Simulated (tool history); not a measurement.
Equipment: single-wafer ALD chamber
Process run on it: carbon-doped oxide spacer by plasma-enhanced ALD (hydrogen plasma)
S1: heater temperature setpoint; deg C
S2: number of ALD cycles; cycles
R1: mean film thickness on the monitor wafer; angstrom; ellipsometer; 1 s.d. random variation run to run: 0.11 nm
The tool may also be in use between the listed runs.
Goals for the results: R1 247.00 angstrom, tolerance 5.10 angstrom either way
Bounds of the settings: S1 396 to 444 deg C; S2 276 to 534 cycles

run  hour   S1   S2      R1
  1   0.0  420  405  201.03
  2   8.5  420  351  174.82
  3  13.0  420  294  145.09
  4  20.7  429  294  142.22
  5  26.7  426  324  159.17
  6  34.6  426  279  135.60
  7  35.5  414  344  172.22
  8  38.0  413  364  184.56
  9  42.3  411  379  192.47
     49.3  -- thermocouple changed; heater temperature recalibrated
 10  49.3  410  393  198.48
 11  51.9  409  406  204.31
 12  57.5  409  406  204.04
 13  60.1  409  419  211.40
 14  64.8  409  419  211.79
 15  65.7  408  429  217.66
 16  68.9  407  437  220.61
 17  70.2  407  437  223.25

Which single option among these 4 for the next run brings every result within its allowed miss of target? Just one does.
  A  71.5  404  480   ?
  B  71.5  410  533   ?
  C  71.5  400  454   ?
  D  71.5  403  410   ?

move      R1
   A  245.91
   B  268.05
   C  235.31
   D  210.69
A: hits every target within its allowed miss
B: moves the result that the last run missed by most past its target, out the other side
C: moves toward the targets from the last run without getting all of them in spec
D: the biggest miss grows against the last run
Answer: A

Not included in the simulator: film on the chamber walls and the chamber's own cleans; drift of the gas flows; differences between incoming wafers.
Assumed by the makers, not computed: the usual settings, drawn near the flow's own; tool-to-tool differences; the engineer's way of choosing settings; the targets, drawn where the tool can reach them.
